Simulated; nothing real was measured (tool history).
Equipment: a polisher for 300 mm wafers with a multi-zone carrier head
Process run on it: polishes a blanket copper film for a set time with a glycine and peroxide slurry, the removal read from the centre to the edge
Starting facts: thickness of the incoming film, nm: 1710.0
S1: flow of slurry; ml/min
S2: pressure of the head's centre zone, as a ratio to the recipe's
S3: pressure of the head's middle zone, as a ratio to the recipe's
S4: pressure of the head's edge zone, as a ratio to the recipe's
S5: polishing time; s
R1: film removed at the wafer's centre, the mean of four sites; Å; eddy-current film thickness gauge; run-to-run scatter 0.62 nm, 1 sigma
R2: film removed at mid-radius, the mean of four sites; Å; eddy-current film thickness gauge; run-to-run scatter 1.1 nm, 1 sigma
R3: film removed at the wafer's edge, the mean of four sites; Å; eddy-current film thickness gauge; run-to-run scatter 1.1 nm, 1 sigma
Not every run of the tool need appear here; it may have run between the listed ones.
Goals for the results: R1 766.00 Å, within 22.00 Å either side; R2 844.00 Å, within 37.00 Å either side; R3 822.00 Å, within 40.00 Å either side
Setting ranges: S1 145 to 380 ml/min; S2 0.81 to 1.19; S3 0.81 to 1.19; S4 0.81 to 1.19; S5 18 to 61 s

run	hour	S1	S2	S3	S4	S5	R1	R2	R3
1	0.0	245	1.00	1.00	1.00	39	1335.90	1319.00	1336.10
2	2.9	280	1.00	1.00	1.00	39	1370.30	1374.90	1324.20
3	11.6	285	0.97	0.98	0.98	35	1172.80	1193.40	1199.50
4	12.5	300	0.96	0.98	0.96	32	1083.50	1079.30	1069.40
5	15.8	300	0.96	0.98	0.96	41	1388.30	1370.10	1395.00
6	19.0	265	0.96	0.98	0.96	41	1368.50	1381.30	1376.20
7	24.0	265	0.93	0.98	0.93	37	1207.70	1214.90	1225.00
8	28.7	265	0.91	0.99	0.92	34	1076.00	1148.10	1117.70
9	36.4	265	0.89	0.98	0.90	32	983.25	1068.30	1034.60
10	40.9	240	0.83	0.91	0.81	25	710.60	778.15	765.41

Which single option among these 4 for the next run brings every result within its allowed miss of target? Just one does.
A	45.4	250	0.90	0.82	0.82	25	?	?	?
B	45.4	220	0.84	1.04	0.89	27	?	?	?
C	45.4	250	0.97	0.95	0.81	24	?	?	?
D	45.4	285	0.87	0.97	0.90	25	?	?	?

move	R1	R2	R3
A	771.84	709.49	781.22
B	763.67	918.05	858.04
C	799.82	768.98	745.08
D	759.60	828.16	819.00
A: the worst result of the last run now meets its target, but another is out of spec
B: the worst result of the last run now meets its target, but another is out of spec
C: moves the result that the last run missed by most past its target, out the other side
D: all results land within tolerance of their targets
Correct choice: D, which meets every target
